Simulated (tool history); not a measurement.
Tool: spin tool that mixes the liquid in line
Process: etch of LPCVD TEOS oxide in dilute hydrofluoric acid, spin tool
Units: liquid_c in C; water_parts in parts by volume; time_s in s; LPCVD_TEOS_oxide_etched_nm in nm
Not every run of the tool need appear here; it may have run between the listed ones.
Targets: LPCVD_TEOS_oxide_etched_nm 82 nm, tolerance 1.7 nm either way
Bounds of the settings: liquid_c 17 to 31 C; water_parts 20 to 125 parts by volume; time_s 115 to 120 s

run 1 hour=0 | liquid_c=23 water_parts=70 time_s=115 | LPCVD_TEOS_oxide_etched_nm=29.453
run 2 hour=1.4 | liquid_c=23 water_parts=50 time_s=115 | LPCVD_TEOS_oxide_etched_nm=42.358
run 3 hour=3.5 | liquid_c=25.5 water_parts=50 time_s=115 | LPCVD_TEOS_oxide_etched_nm=46.931
run 4 hour=7.6 | liquid_c=25.5 water_parts=65 time_s=115 | LPCVD_TEOS_oxide_etched_nm=35.49
run 5 hour=9.4 | liquid_c=27 water_parts=55 time_s=115 | LPCVD_TEOS_oxide_etched_nm=45.205
run 6 hour=17.5 | liquid_c=27 water_parts=35 time_s=115 | LPCVD_TEOS_oxide_etched_nm=73.102
run 7 hour=23.1 | liquid_c=27.5 water_parts=35 time_s=115 | LPCVD_TEOS_oxide_etched_nm=73.878
run 8 hour=27.9 | liquid_c=28 water_parts=35 time_s=115 | LPCVD_TEOS_oxide_etched_nm=75.082
run 9 hour=36.6 | liquid_c=28.5 water_parts=35 time_s=115 | LPCVD_TEOS_oxide_etched_nm=77.198

Which single option among these 4 for the next run brings every result within its allowed miss of target? Just one does.
run A hour=45.3 | liquid_c=30 water_parts=35 time_s=115 | LPCVD_TEOS_oxide_etched_nm=?
run B hour=45.3 | liquid_c=28 water_parts=35 time_s=120 | LPCVD_TEOS_oxide_etched_nm=?
run C hour=45.3 | liquid_c=27.5 water_parts=35 time_s=120 | LPCVD_TEOS_oxide_etched_nm=?
run D hour=45.3 | liquid_c=31 water_parts=40 time_s=120 | LPCVD_TEOS_oxide_etched_nm=?

move=A LPCVD_TEOS_oxide_etched_nm=81.909
move=B LPCVD_TEOS_oxide_etched_nm=78.879
move=C LPCVD_TEOS_oxide_etched_nm=77.298
move=D LPCVD_TEOS_oxide_etched_nm=77.191
A: every result lands within tolerance
B: moves toward the targets from the last run without getting all of them in spec
C: neither nearer nor further off than the last run
D: neither nearer nor further off than the last run
Correct choice: A, which meets every target

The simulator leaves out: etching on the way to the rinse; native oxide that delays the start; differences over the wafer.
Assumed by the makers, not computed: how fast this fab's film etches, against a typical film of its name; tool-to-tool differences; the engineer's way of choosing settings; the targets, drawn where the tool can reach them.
